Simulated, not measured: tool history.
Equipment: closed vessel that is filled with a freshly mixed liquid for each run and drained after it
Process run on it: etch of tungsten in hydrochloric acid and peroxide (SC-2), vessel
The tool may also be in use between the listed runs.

| run | hour | temperature setpoint of the liquid (C) | parts of water to one part each of 37 % hydrochloric acid and 30 % peroxide (parts by volume) | time in the liquid (s) | thickness taken off the tungsten on a monitor wafer (angstrom) |
|---|---|---|---|---|---|
| 1 | 0.0 | 48.0 | 12.0 | 35 | 47.085 |
| 2 | 8.5 | 50.0 | 11.5 | 35 | 55.222 |
| 3 | 16.1 | 52.0 | 11.0 | 35 | 65.232 |
| 4 | 23.8 | 52.0 | 11.0 | 30 | 56.450 |
| 5 | 30.6 | 53.5 | 10.0 | 30 | 67.466 |
| 6 | 37.0 | 55.0 | 9.5 | 30 | 79.179 |
| 7 | 39.0 | 56.5 | 9.0 | 30 | 90.564 |
| 8 | 45.6 | 57.5 | 9.0 | 30 | 94.719 |

What does the tool deliver on the next run?
| 9 | 47.8 | 64.0 | 7.0 | 30 | ? |

{"run 9": {"thickness taken off the tungsten on a monitor wafer (angstrom)": 176.81}}

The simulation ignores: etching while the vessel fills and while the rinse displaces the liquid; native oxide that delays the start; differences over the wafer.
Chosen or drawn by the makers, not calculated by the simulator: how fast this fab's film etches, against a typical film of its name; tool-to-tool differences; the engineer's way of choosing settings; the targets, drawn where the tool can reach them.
